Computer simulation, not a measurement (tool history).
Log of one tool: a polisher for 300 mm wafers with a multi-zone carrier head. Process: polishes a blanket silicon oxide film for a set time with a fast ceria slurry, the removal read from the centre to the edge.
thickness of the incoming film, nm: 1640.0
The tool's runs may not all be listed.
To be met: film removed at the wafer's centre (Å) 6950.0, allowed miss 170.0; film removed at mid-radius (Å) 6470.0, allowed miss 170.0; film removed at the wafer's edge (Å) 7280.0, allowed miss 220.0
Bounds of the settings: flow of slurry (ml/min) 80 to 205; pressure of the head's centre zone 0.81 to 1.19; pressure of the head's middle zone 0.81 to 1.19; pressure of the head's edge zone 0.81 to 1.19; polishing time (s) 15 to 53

| run | day | flow of slurry (ml/min) | pressure of the head's centre zone | pressure of the head's middle zone | pressure of the head's edge zone | polishing time (s) | film removed at the wafer's centre (Å) | film removed at mid-radius (Å) | film removed at the wafer's edge (Å) |
|---|---|---|---|---|---|---|---|---|---|
| 1 | 0.000 | 135 | 1.00 | 1.00 | 1.00 | 34 | 5474.0 | 5747.5 | 5771.5 |
| 2 | 0.350 | 140 | 1.01 | 0.99 | 1.03 | 34 | 5647.0 | 5676.9 | 5970.2 |
| 3 | 0.446 | 140 | 1.01 | 0.99 | 1.09 | 34 | 5644.5 | 5686.9 | 6012.9 |
| 4 | 0.508 | 130 | 1.01 | 0.99 | 1.09 | 34 | 5565.9 | 5576.6 | 5941.0 |
| 5 | 0.742 | 140 | 1.01 | 0.99 | 1.10 | 34 | 5681.0 | 5740.7 | 6011.0 |
| 6 | 1.042 | 140 | 1.06 | 0.99 | 1.10 | 34 | 5866.5 | 5650.9 | 6094.8 |
| 7 | 1.383 | 175 | 1.10 | 1.00 | 1.19 | 37 | 7018.0 | 6434.8 | 7102.6 |
| 8 | 1.708 | 175 | 1.09 | 1.00 | 1.19 | 37 | 6881.8 | 6436.1 | 7004.6 |
| 9 | 1.950 | 175 | 1.09 | 0.99 | 1.19 | 37 | 6925.0 | 6331.1 | 7042.9 |

Which of these 4 next moves meets every target?
| A | 2.192 | 135 | 1.04 | 0.93 | 1.19 | 39 | ? | ? | ? |
| B | 2.192 | 190 | 1.07 | 0.97 | 1.17 | 36 | ? | ? | ? |
| C | 2.192 | 195 | 1.15 | 1.05 | 1.14 | 35 | ? | ? | ? |
| D | 2.192 | 145 | 1.07 | 0.98 | 1.19 | 39 | ? | ? | ? |

| move | film removed at the wafer's centre (Å) | film removed at mid-radius (Å) | film removed at the wafer's edge (Å) |
|---|---|---|---|
| A | 6643.5 | 6160.3 | 7298.9 |
| B | 6755.0 | 6258.3 | 6980.5 |
| C | 7082.8 | 6528.8 | 6717.2 |
| D | 6945.7 | 6528.7 | 7369.0 |
A: brings the result that was furthest off to its target, and leaves another outside
B: further off than the last run
C: further off than the last run
D: meets every target
Move D is the one to make.
